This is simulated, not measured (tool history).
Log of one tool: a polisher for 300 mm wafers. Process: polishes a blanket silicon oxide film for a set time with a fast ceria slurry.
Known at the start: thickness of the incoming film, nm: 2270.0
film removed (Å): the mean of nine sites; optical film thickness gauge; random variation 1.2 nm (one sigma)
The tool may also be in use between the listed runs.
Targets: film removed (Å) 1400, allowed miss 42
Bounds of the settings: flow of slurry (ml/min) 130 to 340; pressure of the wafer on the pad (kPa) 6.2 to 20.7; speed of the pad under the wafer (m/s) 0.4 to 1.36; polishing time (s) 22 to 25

run	hour	flow of slurry (ml/min)	pressure of the wafer on the pad (kPa)	speed of the pad under the wafer (m/s)	polishing time (s)	film removed (Å)
1	0	220	13.1	0.88	25	2543.9
2	9	220	13.1	1.08	25	3059.5
3	9.7	220	13.1	1.08	25	3097.8
4	11.9	220	13.1	1.08	22	2723.4
5	18.2	220	14.5	1.08	22	2950.6
6	18.9	215	12.4	1	22	2357.6
7	20.8	205	11	1	22	2105.2
8	23.5	195	10.3	1	22	1982.5
9	28.3	185	9.7	1	22	1832.3
10	34.1	175	9	1	22	1662.2
11	42.3	165	9	1	22	1658.2
12	49.3	160	9	1	22	1652.1
13	56.2	160	9	1	22	1645.3
14	65	155	9	1	22	1627
15	72.2	150	9	1	22	1638.2
16	75.9	145	9	1	22	1636.7
17	78.5	140	8.3	1	22	1481.2
18	83.7	135	8.3	1	22	1487.7

Which of these 5 next moves meets every target?
A	88.9	130	7.6	0.98	22	?
B	88.9	135	8.3	0.9	23	?
C	88.9	160	7.6	0.98	25	?
D	88.9	130	8.3	0.98	23	?
E	88.9	140	8.3	1.02	22	?

move	film removed (Å)
A	1314.1
B	1386.4
C	1562.6
D	1492.4
E	1510.4
A: takes the result that was furthest off past its target
B: meets every target
C: further off than the last run
D: further off than the last run
E: further off than the last run
Answer: B
